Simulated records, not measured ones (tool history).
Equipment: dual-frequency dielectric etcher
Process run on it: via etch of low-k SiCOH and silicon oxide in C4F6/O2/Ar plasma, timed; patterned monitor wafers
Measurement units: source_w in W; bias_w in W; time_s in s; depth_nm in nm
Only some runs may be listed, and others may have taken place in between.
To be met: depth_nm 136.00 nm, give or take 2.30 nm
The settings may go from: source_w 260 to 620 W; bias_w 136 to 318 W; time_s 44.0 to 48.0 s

run    day  source_w  bias_w  time_s  depth_nm
  1  0.000       440     227    48.0    147.58
  2  0.212       390     227    48.0    143.77
  3  0.529       420     227    48.0    145.66
  4  0.688       350     227    48.0    139.51
  5  0.817       350     263    48.0    146.64
  6  1.046       330     259    48.0    143.94
  7  1.350       320     256    48.0    142.93
  8  1.612       310     253    48.0    141.13
  9  1.646       300     251    48.0    138.93

Which single option among these 5 for the next run brings every result within its allowed miss of target? Just one does.
  A  1.679       280     248    46.0         ?
  B  1.679       260     276    47.0         ?
  C  1.679       280     276    48.0         ?
  D  1.679       350     243    48.0         ?
  E  1.679       270     238    46.5         ?

move  depth_nm
   A    131.62
   B    137.12
   C    142.40
   D    143.96
   E    130.15
A: pushes the last run's worst result past its target
B: in spec on every target
C: misses by more than the last run did
D: misses by more than the last run did
E: pushes the last run's worst result past its target
Move B is the one to make.
